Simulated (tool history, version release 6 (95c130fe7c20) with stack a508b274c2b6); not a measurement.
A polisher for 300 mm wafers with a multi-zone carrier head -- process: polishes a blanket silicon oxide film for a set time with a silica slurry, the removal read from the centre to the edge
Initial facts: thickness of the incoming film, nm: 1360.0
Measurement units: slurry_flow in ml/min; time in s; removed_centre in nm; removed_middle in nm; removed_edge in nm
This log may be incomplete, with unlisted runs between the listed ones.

run  hour  slurry_flow  centre_zone  middle_zone  edge_zone  slurry_solids  time  removed_centre  removed_middle  removed_edge
  1     0          135            1            1          1              1    31          126.45          126.83        125.69
  2   2.6          135            1            1          1            1.2    31          138.48          136.55        135.31
  3  10.8          125         0.95         0.96       0.97           1.15    31          125.47          123.41        133.29
  4  13.8          120         0.92         0.97       0.94            1.1    31          118.58          123.97        129.05
  5  14.3          115          0.9         0.96       0.92           1.05    31          113.63           116.9        126.43
  6    23          125          0.9         0.96       0.92           1.05    31          116.77          120.66        129.18
  7  29.2          115         0.89         0.96       0.92              1    31          109.66          117.24           122

The next listed run, before its measurement:
  8  37.1          105         0.88         0.95       0.92              1    31               ?               ?             ?

removed_centre: 105.03 nm
removed_middle: 114.35 nm
removed_edge: 117.82 nm

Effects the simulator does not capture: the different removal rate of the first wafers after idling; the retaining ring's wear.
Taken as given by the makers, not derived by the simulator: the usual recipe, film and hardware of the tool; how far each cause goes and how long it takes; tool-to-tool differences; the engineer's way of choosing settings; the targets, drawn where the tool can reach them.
